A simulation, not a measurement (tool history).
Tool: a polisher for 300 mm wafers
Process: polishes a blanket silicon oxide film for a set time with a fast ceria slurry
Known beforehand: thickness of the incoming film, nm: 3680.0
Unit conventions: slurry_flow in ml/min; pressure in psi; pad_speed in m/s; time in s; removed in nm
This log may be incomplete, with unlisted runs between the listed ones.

run,hour,slurry_flow,pressure,pad_speed,time,removed
1,0,190,2,0.78,101,924.07
2,4.9,190,2,0.78,101,944.06
3,5.7,230,2,0.78,101,967.65
4,7.6,230,2.3,0.78,101,1079
5,10.1,230,2.6,0.78,101,1193.9
6,18.9,225,2.4,0.78,101,1118

For run 7, what comes out?
7,27.1,220,2.2,0.78,101,?

{"run 7": {"removed": 1030.4}}
